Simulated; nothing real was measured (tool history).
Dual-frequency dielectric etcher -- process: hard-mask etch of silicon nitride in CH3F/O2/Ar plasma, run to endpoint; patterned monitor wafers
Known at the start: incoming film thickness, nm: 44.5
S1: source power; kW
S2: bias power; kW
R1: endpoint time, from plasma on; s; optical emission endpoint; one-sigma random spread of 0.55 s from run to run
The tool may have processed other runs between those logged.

| run | hour | S1 | S2 | R1 |
|---|---|---|---|---|
| 1 | 0 | 0.34 | 0.068 | 72.539 |
| 2 | 1.2 | 0.34 | 0.08 | 68.677 |
| 3 | 2.3 | 0.34 | 0.091 | 65.488 |
| 4 | 6.2 | 0.34 | 0.095 | 65.268 |
| 5 | 14.7 | 0.34 | 0.086 | 67.425 |
| 6 | 18.2 | 0.32 | 0.082 | 69.69 |
| 7 | 27.1 | 0.32 | 0.082 | 69.214 |
| 8 | 32.9 | 0.32 | 0.082 | 69.872 |
| 9 | 36 | 0.31 | 0.079 | 71.862 |
| 10 | 42.8 | 0.3 | 0.077 | 73.152 |

Predict the results of run 11:
| 11 | 44.6 | 0.29 | 0.075 | ? |

Run 11 yielded R1 74.501 s.

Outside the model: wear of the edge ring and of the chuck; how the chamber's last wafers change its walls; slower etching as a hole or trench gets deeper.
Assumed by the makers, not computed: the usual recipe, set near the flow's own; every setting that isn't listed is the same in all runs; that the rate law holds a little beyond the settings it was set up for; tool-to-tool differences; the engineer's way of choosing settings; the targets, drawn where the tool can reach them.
